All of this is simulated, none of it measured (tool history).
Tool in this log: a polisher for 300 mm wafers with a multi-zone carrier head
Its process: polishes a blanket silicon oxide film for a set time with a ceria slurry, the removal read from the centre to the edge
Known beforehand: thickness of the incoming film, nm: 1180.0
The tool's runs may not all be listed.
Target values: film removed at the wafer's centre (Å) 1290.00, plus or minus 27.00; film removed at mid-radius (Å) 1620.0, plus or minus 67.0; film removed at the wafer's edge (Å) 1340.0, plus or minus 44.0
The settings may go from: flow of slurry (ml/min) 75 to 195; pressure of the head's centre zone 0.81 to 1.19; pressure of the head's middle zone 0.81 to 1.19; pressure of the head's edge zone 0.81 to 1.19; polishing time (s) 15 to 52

run  hour  flow of slurry (ml/min)  pressure of the head's centre zone  pressure of the head's middle zone  pressure of the head's edge zone  polishing time (s)  film removed at the wafer's centre (Å)  film removed at mid-radius (Å)  film removed at the wafer's edge (Å)
  1   0.0                      125                                1.00                                1.00                              1.00                  33                                 1135.90                          1211.1                                1212.8
  2   8.5                      125                                1.00                                1.04                              1.00                  33                                 1148.60                          1225.1                                1190.8
  3   9.6                       95                                1.00                                1.04                              1.00                  33                                 1045.50                          1120.7                                1140.5
  4  18.4                       95                                0.92                                1.04                              1.00                  33                                  960.07                          1167.8                                1151.6
  5  22.2                      120                                0.92                                1.07                              1.00                  33                                 1042.60                          1233.6                                1185.1
  6  26.4                      140                                0.90                                1.10                              0.99                  34                                 1086.90                          1366.7                                1268.2
  7  28.0                      155                                0.91                                1.13                              0.97                  34                                 1131.50                          1398.9                                1245.7
  8  30.8                      165                                0.91                                1.15                              0.97                  34                                 1141.50                          1448.6                                1265.1
  9  32.8                      175                                0.92                                1.16                              0.97                  34                                 1173.00                          1478.5                                1283.2
 10  41.0                      180                                0.93                                1.17                              0.96                  34                                 1187.10                          1500.3                                1288.9
 11  49.1                      185                                0.94                                1.18                              0.95                  34                                 1197.80                          1530.6                                1300.8

Of the 4 settings listed for the next run, only one would bring every result within its allowed miss of target. Which one?
  A  57.2                      190                                0.90                                1.19                              0.82                  36                                       ?                               ?                                     ?
  B  57.2                      190                                0.89                                1.08                              0.99                  33                                       ?                               ?                                     ?
  C  57.2                      180                                0.95                                1.19                              0.91                  36                                       ?                               ?                                     ?
  D  57.2                      180                                1.03                                1.17                              1.02                  34                                       ?                               ?                                     ?

move  film removed at the wafer's centre (Å)  film removed at mid-radius (Å)  film removed at the wafer's edge (Å)
   A                                 1239.00                          1663.6                                1273.7
   B                                 1122.20                          1409.4                                1274.8
   C                                 1295.60                          1648.4                                1326.2
   D                                 1327.40                          1534.6                                1322.5
A: nearer the targets than the last run, but a result is still out of spec
B: misses by more than the last run did
C: hits every target within its allowed miss
D: the result that was furthest off in the last run now lies on the other side of its target
Answer: C

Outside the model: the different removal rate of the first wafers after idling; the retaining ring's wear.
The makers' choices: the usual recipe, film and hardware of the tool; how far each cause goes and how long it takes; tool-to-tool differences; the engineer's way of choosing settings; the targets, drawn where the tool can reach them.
